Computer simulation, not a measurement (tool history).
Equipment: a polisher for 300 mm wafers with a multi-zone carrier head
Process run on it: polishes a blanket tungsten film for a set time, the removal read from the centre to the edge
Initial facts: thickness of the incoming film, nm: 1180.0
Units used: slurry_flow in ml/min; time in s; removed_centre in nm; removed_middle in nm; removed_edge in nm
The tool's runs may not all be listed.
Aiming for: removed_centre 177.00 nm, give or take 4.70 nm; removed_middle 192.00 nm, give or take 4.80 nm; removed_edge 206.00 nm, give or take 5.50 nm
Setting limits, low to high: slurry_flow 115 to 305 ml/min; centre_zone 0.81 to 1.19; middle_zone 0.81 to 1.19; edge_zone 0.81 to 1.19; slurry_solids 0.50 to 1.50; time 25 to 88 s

Run 1, hour 0.0: slurry_flow 195 ml/min, centre_zone 1.00, middle_zone 1.00, edge_zone 1.00, slurry_solids 1.00, time 56 s. Result: removed_centre 322.70 nm, removed_middle 310.04 nm, removed_edge 320.02 nm.
Run 2, hour 4.7: slurry_flow 245 ml/min, centre_zone 1.00, middle_zone 1.00, edge_zone 1.00, slurry_solids 1.00, time 56 s. Result: removed_centre 330.74 nm, removed_middle 320.22 nm, removed_edge 327.29 nm.
Run 3, hour 12.8: slurry_flow 235 ml/min, centre_zone 0.97, middle_zone 0.99, edge_zone 0.99, slurry_solids 0.95, time 54 s. Result: removed_centre 303.61 nm, removed_middle 295.23 nm, removed_edge 310.04 nm.
Run 4, hour 21.1: slurry_flow 235 ml/min, centre_zone 0.97, middle_zone 0.99, edge_zone 0.99, slurry_solids 0.95, time 40 s. Result: removed_centre 226.84 nm, removed_middle 219.55 nm, removed_edge 228.23 nm.
Run 5, hour 29.3: slurry_flow 235 ml/min, centre_zone 1.01, middle_zone 0.99, edge_zone 0.99, slurry_solids 0.95, time 40 s. Result: removed_centre 235.14 nm, removed_middle 218.87 nm, removed_edge 230.71 nm.
Run 6, hour 37.8: slurry_flow 235 ml/min, centre_zone 1.01, middle_zone 0.99, edge_zone 0.94, slurry_solids 0.95, time 40 s. Result: removed_centre 233.08 nm, removed_middle 220.58 nm, removed_edge 225.09 nm.
Run 7, hour 43.1: slurry_flow 225 ml/min, centre_zone 0.98, middle_zone 0.98, edge_zone 0.94, slurry_solids 0.95, time 40 s. Result: removed_centre 226.97 nm, removed_middle 217.65 nm, removed_edge 221.36 nm.
Run 8, hour 51.1: slurry_flow 220 ml/min, centre_zone 0.96, middle_zone 0.98, edge_zone 0.95, slurry_solids 0.90, time 40 s. Result: removed_centre 218.00 nm, removed_middle 214.70 nm, removed_edge 222.11 nm.
Run 9, hour 58.4: slurry_flow 215 ml/min, centre_zone 0.94, middle_zone 0.97, edge_zone 0.94, slurry_solids 0.90, time 40 s. Result: removed_centre 212.21 nm, removed_middle 211.19 nm, removed_edge 220.28 nm.
Run 10, hour 62.9: slurry_flow 210 ml/min, centre_zone 0.92, middle_zone 0.96, edge_zone 0.93, slurry_solids 0.90, time 40 s. Result: removed_centre 206.06 nm, removed_middle 207.76 nm, removed_edge 220.62 nm.
Run 11, hour 64.6: slurry_flow 205 ml/min, centre_zone 0.91, middle_zone 0.96, edge_zone 0.92, slurry_solids 0.90, time 40 s. Result: removed_centre 206.83 nm, removed_middle 208.79 nm, removed_edge 213.23 nm.
Run 12, hour 72.2: slurry_flow 200 ml/min, centre_zone 0.90, middle_zone 0.96, edge_zone 0.93, slurry_solids 0.90, time 40 s. Result: removed_centre 202.94 nm, removed_middle 207.02 nm, removed_edge 218.34 nm.
Run 13, hour 77.8: slurry_flow 145 ml/min, centre_zone 0.82, middle_zone 0.94, edge_zone 0.86, slurry_solids 0.85, time 40 s. Result: removed_centre 172.36 nm, removed_middle 193.53 nm, removed_edge 198.31 nm.

Exercise: of the 5 proposed moves below, exactly one satisfies all targets within the stated allowed misses. Which move is it?
Run A, hour 83.4: slurry_flow 155 ml/min, centre_zone 0.87, middle_zone 0.98, edge_zone 0.85, slurry_solids 0.85, time 37 s. Result: removed_centre ?, removed_middle ?, removed_edge ?.
Run B, hour 83.4: slurry_flow 170 ml/min, centre_zone 0.82, middle_zone 0.88, edge_zone 0.85, slurry_solids 0.90, time 38 s. Result: removed_centre ?, removed_middle ?, removed_edge ?.
Run C, hour 83.4: slurry_flow 185 ml/min, centre_zone 0.82, middle_zone 0.91, edge_zone 0.89, slurry_solids 0.50, time 44 s. Result: removed_centre ?, removed_middle ?, removed_edge ?.
Run D, hour 83.4: slurry_flow 205 ml/min, centre_zone 0.92, middle_zone 0.88, edge_zone 0.85, slurry_solids 0.85, time 37 s. Result: removed_centre ?, removed_middle ?, removed_edge ?.
Run E, hour 83.4: slurry_flow 160 ml/min, centre_zone 0.88, middle_zone 0.93, edge_zone 0.93, slurry_solids 0.85, time 39 s. Result: removed_centre ?, removed_middle ?, removed_edge ?.

move  removed_centre  removed_middle  removed_edge
   A          171.43          186.05        183.93
   B          170.23          179.15        193.26
   C          177.96          192.23        205.23
   D          189.07          176.54        189.33
   E          183.68          188.52        202.81
A: lands further from the targets than the last run did
B: lands further from the targets than the last run did
C: each result inside its tolerance
D: lands further from the targets than the last run did
E: corrects the largest miss of the last run, while another result sits out of spec
C is the move that brings every result within its allowed miss.
